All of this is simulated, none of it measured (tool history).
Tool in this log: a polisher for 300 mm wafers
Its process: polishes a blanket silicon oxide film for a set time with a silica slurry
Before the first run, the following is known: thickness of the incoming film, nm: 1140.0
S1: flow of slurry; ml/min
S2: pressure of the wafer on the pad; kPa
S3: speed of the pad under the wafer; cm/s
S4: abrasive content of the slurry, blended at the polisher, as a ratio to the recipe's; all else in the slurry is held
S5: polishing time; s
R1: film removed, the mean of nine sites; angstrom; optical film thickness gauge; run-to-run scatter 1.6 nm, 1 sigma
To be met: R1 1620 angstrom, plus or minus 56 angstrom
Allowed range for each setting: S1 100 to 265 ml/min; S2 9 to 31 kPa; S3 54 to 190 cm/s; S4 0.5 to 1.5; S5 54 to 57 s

| run | day | S1 | S2 | S3 | S4 | S5 | R1 |
|---|---|---|---|---|---|---|---|
| 1 | 0 | 170 | 20 | 122 | 1 | 54 | 1357.2 |
| 2 | 0.208 | 170 | 20.7 | 122 | 1 | 54 | 1387.3 |
| 3 | 0.504 | 170 | 20.7 | 96 | 1 | 54 | 1170.5 |
| 4 | 0.712 | 170 | 20.7 | 96 | 1 | 57 | 1263.7 |
| 5 | 0.875 | 170 | 20.7 | 96 | 1 | 54 | 1173.4 |
| 6 | 0.962 | 170 | 21.4 | 96 | 1 | 54 | 1233.9 |
| 7 | 1.267 | 170 | 22.1 | 96 | 1 | 54 | 1261.9 |
| 8 | 1.608 | 170 | 22.8 | 96 | 1 | 54 | 1301.8 |
| 9 | 1.688 | 170 | 23.4 | 96 | 1 | 54 | 1331.1 |
| 10 | 1.917 | 170 | 24.1 | 96 | 1 | 54 | 1347.8 |
| 11 | 2.058 | 170 | 24.8 | 96 | 1 | 54 | 1408.7 |
| 12 | 2.288 | 170 | 24.8 | 96 | 1 | 54 | 1438.8 |
| 13 | 2.35 | 180 | 26.2 | 96 | 1 | 54 | 1494.1 |

Exactly one of the 5 candidate moves below puts every result within its allowed miss. Which one?
| A | 2.412 | 200 | 26.2 | 90 | 1.05 | 54 | ? |
| B | 2.412 | 205 | 26.9 | 108 | 0.9 | 57 | ? |
| C | 2.412 | 175 | 26.2 | 104 | 1.05 | 54 | ? |
| D | 2.412 | 160 | 24.8 | 98 | 1.25 | 54 | ? |
| E | 2.412 | 125 | 21.4 | 120 | 0.85 | 56 | ? |

| move | R1 |
|---|---|
| A | 1475.6 |
| B | 1716.7 |
| C | 1601.8 |
| D | 1531.3 |
| E | 1325.9 |
A: its largest miss is bigger than the last run's
B: moves the result that the last run missed by most past its target, out the other side
C: each result inside its tolerance
D: nearer than the last run, and not there yet
E: its largest miss is bigger than the last run's
The right move is C.
